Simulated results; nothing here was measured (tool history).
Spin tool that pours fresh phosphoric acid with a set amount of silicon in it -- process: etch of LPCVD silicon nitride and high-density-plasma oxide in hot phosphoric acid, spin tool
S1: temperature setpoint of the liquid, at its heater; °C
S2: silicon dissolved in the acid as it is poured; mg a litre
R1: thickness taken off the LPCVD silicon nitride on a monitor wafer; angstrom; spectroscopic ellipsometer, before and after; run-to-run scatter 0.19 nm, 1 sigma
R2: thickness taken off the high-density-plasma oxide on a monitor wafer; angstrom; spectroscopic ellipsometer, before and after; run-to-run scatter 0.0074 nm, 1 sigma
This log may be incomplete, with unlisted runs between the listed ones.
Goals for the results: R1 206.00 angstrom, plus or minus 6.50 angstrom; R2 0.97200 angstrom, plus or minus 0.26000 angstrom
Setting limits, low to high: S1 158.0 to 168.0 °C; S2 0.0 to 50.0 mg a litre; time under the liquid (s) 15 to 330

run 1 hour=0.0 | S1=163.0 S2=23.5 time_under_the_liquid_(s)=170 | R1=180.13 R2=2.74590
run 2 hour=3.3 | S1=163.0 S2=28.5 time_under_the_liquid_(s)=170 | R1=179.28 R2=2.87450
run 3 hour=3.8 | S1=161.5 S2=35.0 time_under_the_liquid_(s)=185 | R1=185.00 R2=1.83520
run 4 hour=4.9 | S1=161.5 S2=35.0 time_under_the_liquid_(s)=240 | R1=238.26 R2=2.25350
run 5 hour=10.8 | S1=161.5 S2=35.0 time_under_the_liquid_(s)=170 | R1=169.63 R2=1.88730
run 6 hour=13.8 | S1=160.5 S2=39.5 time_under_the_liquid_(s)=190 | R1=184.44 R2=1.34600
run 7 hour=21.9 | S1=160.5 S2=42.5 time_under_the_liquid_(s)=200 | R1=196.20 R2=0.97807
run 8 hour=23.7 | S1=161.0 S2=43.0 time_under_the_liquid_(s)=200 | R1=194.04 R2=1.08890

Below are 5 possible settings for the next run. Only one of them brings all results inside the allowed miss of their targets. Which is it?
run A hour=25.5 | S1=161.5 S2=44.5 time_under_the_liquid_(s)=180 | R1=? R2=?
run B hour=25.5 | S1=159.0 S2=35.0 time_under_the_liquid_(s)=190 | R1=? R2=?
run C hour=25.5 | S1=160.5 S2=43.5 time_under_the_liquid_(s)=190 | R1=? R2=?
run D hour=25.5 | S1=159.5 S2=41.5 time_under_the_liquid_(s)=200 | R1=? R2=?
run E hour=25.5 | S1=160.5 S2=46.5 time_under_the_liquid_(s)=215 | R1=? R2=?

move=A R1=179.11 R2=1.04630
move=B R1=173.86 R2=1.74830
move=C R1=182.85 R2=1.12360
move=D R1=186.12 R2=1.28930
move=E R1=206.91 R2=1.15540
A: the biggest miss grows against the last run
B: the biggest miss grows against the last run
C: the biggest miss grows against the last run
D: the biggest miss grows against the last run
E: each result inside its tolerance
E is the move that brings every result within its allowed miss.
